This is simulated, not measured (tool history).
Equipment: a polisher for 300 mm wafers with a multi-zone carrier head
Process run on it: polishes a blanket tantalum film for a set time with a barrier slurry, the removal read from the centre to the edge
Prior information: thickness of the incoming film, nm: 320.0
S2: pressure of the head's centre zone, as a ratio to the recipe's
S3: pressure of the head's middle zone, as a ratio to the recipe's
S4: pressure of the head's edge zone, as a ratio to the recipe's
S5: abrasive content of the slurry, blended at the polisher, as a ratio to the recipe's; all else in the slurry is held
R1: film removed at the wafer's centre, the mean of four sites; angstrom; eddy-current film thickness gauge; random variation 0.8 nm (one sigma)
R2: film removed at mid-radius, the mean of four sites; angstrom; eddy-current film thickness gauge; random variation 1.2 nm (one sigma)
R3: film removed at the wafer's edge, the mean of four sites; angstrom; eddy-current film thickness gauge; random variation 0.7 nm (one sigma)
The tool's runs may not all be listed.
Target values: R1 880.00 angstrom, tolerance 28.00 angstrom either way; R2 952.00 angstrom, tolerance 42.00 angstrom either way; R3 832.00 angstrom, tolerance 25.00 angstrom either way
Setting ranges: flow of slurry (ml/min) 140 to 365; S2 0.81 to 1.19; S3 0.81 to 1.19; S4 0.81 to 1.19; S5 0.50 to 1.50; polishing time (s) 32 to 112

{"run": 1, "hour": 0.0, "flow of slurry (ml/min)": 235, "S2": 1.0, "S3": 1.0, "S4": 1.0, "S5": 1.0, "polishing time (s)": 72, "R1": 745.75, "R2": 732.99, "R3": 740.95}
{"run": 2, "hour": 8.5, "flow of slurry (ml/min)": 280, "S2": 1.0, "S3": 1.0, "S4": 1.0, "S5": 1.0, "polishing time (s)": 72, "R1": 755.48, "R2": 761.49, "R3": 746.83}
{"run": 3, "hour": 16.3, "flow of slurry (ml/min)": 280, "S2": 1.0, "S3": 1.0, "S4": 1.0, "S5": 1.15, "polishing time (s)": 72, "R1": 767.1, "R2": 768.75, "R3": 757.35}
{"run": 4, "hour": 23.2, "flow of slurry (ml/min)": 280, "S2": 1.0, "S3": 1.0, "S4": 0.96, "S5": 1.15, "polishing time (s)": 72, "R1": 773.47, "R2": 766.85, "R3": 747.14}
{"run": 5, "hour": 31.7, "flow of slurry (ml/min)": 280, "S2": 1.0, "S3": 1.0, "S4": 0.96, "S5": 1.15, "polishing time (s)": 85, "R1": 916.77, "R2": 930.29, "R3": 884.3}
{"run": 6, "hour": 36.4, "flow of slurry (ml/min)": 280, "S2": 1.0, "S3": 1.01, "S4": 0.95, "S5": 1.15, "polishing time (s)": 85, "R1": 920.03, "R2": 933.99, "R3": 883.91}
{"run": 7, "hour": 41.8, "flow of slurry (ml/min)": 280, "S2": 1.0, "S3": 1.02, "S4": 0.94, "S5": 1.15, "polishing time (s)": 85, "R1": 903.3, "R2": 909.15, "R3": 893.37}
{"run": 8, "hour": 43.5, "flow of slurry (ml/min)": 295, "S2": 0.99, "S3": 0.99, "S4": 0.96, "S5": 1.15, "polishing time (s)": 84, "R1": 908.1, "R2": 893.69, "R3": 879.36}
{"run": 9, "hour": 50.1, "flow of slurry (ml/min)": 295, "S2": 1.0, "S3": 1.01, "S4": 0.94, "S5": 1.15, "polishing time (s)": 84, "R1": 914.07, "R2": 927.21, "R3": 872.97}

Next run, 4 choices. One meets every target within its allowed miss, the rest don't. Which?
{"run": "A", "hour": 56.7, "flow of slurry (ml/min)": 250, "S2": 0.92, "S3": 0.93, "S4": 1.02, "S5": 1.15, "polishing time (s)": 87, "R1": "?", "R2": "?", "R3": "?"}
{"run": "B", "hour": 56.7, "flow of slurry (ml/min)": 270, "S2": 1.06, "S3": 0.94, "S4": 1.04, "S5": 1.25, "polishing time (s)": 84, "R1": "?", "R2": "?", "R3": "?"}
{"run": "C", "hour": 56.7, "flow of slurry (ml/min)": 365, "S2": 1.13, "S3": 1.11, "S4": 0.81, "S5": 1.05, "polishing time (s)": 84, "R1": "?", "R2": "?", "R3": "?"}
{"run": "D", "hour": 56.7, "flow of slurry (ml/min)": 365, "S2": 1.0, "S3": 1.1, "S4": 0.89, "S5": 1.2, "polishing time (s)": 80, "R1": "?", "R2": "?", "R3": "?"}

move=A R1=851.90 R2=887.49 R3=941.72
move=B R1=962.78 R2=882.89 R3=939.03
move=C R1=1021.90 R2=961.81 R3=826.03
move=D R1=891.07 R2=935.63 R3=841.94
A: further off than the last run
B: further off than the last run
C: brings the result that was furthest off to its target, and leaves another outside
D: each result inside its tolerance
The move that meets every target is D.
